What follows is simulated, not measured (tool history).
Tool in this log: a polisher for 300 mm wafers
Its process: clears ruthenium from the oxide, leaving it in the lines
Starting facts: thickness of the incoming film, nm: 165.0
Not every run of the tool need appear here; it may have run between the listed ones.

run  hour  flow of slurry (ml/min)  pressure of the wafer on the pad (psi)  speed of the pad under the wafer (m/s)  overpolish time after the end point (s)  time until the end point was called (s)
  1     0                      150                                     1.9                                    1.14                                        4                                   138.05
  2   4.5                      150                                       2                                    1.14                                        4                                   128.95
  3  10.2                      150                                       2                                    1.14                                        3                                   125.22
  4  10.8                      135                                       2                                    1.14                                        3                                   132.88
  5  12.9                      135                                       2                                    1.14                                        3                                    134.3
  6  20.8                      145                                     2.1                                    1.14                                        3                                    123.7
  7  21.5                      150                                     2.2                                    1.14                                        3                                   116.47
  8  24.5                      155                                     2.3                                    1.14                                        3                                   110.82

The next listed run, before its measurement:
  9  31.3                      160                                     2.4                                    1.14                                        3                                        ?

For run 9 the tool returned time until the end point was called (s) 111.46.

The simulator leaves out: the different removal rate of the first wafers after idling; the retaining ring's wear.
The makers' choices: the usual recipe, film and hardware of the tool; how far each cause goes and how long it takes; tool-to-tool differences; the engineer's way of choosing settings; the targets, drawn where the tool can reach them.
